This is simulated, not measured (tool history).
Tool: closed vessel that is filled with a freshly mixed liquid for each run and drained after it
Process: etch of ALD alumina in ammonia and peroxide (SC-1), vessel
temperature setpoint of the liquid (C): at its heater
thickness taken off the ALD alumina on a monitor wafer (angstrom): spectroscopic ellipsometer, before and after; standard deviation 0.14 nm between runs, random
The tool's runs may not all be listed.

run,hour,temperature setpoint of the liquid (C),parts of 29 % ammonia solution to one part of 30 % peroxide (parts by volume),time in the liquid (s),thickness taken off the ALD alumina on a monitor wafer (angstrom)
1,0.0,51.0,0.80,290,208.25
2,9.1,51.0,1.05,290,210.71
3,13.7,51.0,1.20,290,215.33
4,17.5,49.0,1.20,290,192.67
5,20.6,47.5,1.20,290,175.01
6,26.8,41.5,1.20,290,126.60
7,34.5,42.5,1.20,290,134.50

Run 8, settings as shown, results not yet in. Your forecast:
8,37.1,43.0,1.20,290,?

thickness taken off the ALD alumina on a monitor wafer (angstrom): 137.31

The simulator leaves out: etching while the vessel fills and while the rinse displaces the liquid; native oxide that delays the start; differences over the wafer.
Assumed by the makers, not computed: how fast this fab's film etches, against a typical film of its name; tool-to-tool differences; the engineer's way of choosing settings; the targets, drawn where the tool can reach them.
